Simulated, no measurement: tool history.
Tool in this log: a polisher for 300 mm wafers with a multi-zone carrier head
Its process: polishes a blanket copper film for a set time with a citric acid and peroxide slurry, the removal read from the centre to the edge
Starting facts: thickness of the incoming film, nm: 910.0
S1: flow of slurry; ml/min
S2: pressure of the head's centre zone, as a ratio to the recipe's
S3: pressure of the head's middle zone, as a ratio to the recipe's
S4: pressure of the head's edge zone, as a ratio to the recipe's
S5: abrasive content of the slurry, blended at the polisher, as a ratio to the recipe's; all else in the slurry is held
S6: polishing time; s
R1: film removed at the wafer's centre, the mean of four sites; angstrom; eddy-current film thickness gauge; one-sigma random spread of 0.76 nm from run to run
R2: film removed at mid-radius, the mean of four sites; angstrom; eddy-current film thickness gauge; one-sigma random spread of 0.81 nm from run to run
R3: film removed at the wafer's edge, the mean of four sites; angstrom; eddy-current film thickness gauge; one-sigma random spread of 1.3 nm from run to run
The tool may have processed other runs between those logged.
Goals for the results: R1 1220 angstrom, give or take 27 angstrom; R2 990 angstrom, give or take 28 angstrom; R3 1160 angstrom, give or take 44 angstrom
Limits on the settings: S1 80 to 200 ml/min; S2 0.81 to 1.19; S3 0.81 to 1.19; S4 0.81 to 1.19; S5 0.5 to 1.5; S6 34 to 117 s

Run 1, hour 0: S1 130 ml/min, S2 1, S3 1, S4 1, S5 1, S6 75 s. Result: R1 1374.5 angstrom, R2 1360.9 angstrom, R3 1373.8 angstrom.
Run 2, hour 8.5: S1 115 ml/min, S2 1.01, S3 0.94, S4 0.97, S5 0.9, S6 75 s. Result: R1 1333.8 angstrom, R2 1237.4 angstrom, R3 1318.2 angstrom.
Run 3, hour 16.8: S1 115 ml/min, S2 1.01, S3 1.02, S4 0.97, S5 0.9, S6 75 s. Result: R1 1325.9 angstrom, R2 1320 angstrom, R3 1301.2 angstrom.
Run 4, hour 23.2: S1 115 ml/min, S2 1.01, S3 1.02, S4 0.97, S5 0.75, S6 75 s. Result: R1 1283.3 angstrom, R2 1287.7 angstrom, R3 1274.2 angstrom.
Run 5, hour 25.5: S1 95 ml/min, S2 1.01, S3 1.02, S4 0.97, S5 0.75, S6 75 s. Result: R1 1204.2 angstrom, R2 1199.4 angstrom, R3 1235.6 angstrom.
Run 6, hour 26.2: S1 95 ml/min, S2 1.01, S3 0.99, S4 0.97, S5 0.75, S6 75 s. Result: R1 1210.8 angstrom, R2 1200.9 angstrom, R3 1223.1 angstrom.
Run 7, hour 27.9: S1 90 ml/min, S2 1.04, S3 0.93, S4 0.98, S5 0.7, S6 74 s. Result: R1 1170.4 angstrom, R2 1070.2 angstrom, R3 1166.2 angstrom.
Run 8, hour 28.9: S1 90 ml/min, S2 1.06, S3 0.91, S4 0.99, S5 0.7, S6 74 s. Result: R1 1185 angstrom, R2 1044 angstrom, R3 1189.9 angstrom.

Which one of the following 5 next-run settings gets every result inside its allowed miss? There is exactly one.
Run A, hour 29.9: S1 80 ml/min, S2 1.09, S3 0.94, S4 0.98, S5 0.95, S6 75 s. Result: R1 ?, R2 ?, R3 ?.
Run B, hour 29.9: S1 90 ml/min, S2 1.12, S3 0.85, S4 0.96, S5 0.6, S6 75 s. Result: R1 ?, R2 ?, R3 ?.
Run C, hour 29.9: S1 80 ml/min, S2 1.1, S3 0.81, S4 1.19, S5 0.65, S6 75 s. Result: R1 ?, R2 ?, R3 ?.
Run D, hour 29.9: S1 80 ml/min, S2 0.99, S3 0.95, S4 1.01, S5 0.7, S6 80 s. Result: R1 ?, R2 ?, R3 ?.
Run E, hour 29.9: S1 100 ml/min, S2 1.01, S3 0.84, S4 0.98, S5 0.85, S6 69 s. Result: R1 ?, R2 ?, R3 ?.

move      R1      R2      R3
   A  1221.3    1110  1218.7
   B  1224.3  996.24  1159.5
   C  1157.1  924.53  1267.8
   D  1159.4  1138.2  1256.2
   E  1151.1  992.87  1163.7
A: the biggest miss grows against the last run
B: meets every target
C: pushes the last run's worst result past its target
D: the biggest miss grows against the last run
E: meets the target for the result that was furthest off, but another lies outside its allowed miss
So the answer is move B, the one that meets all the targets.
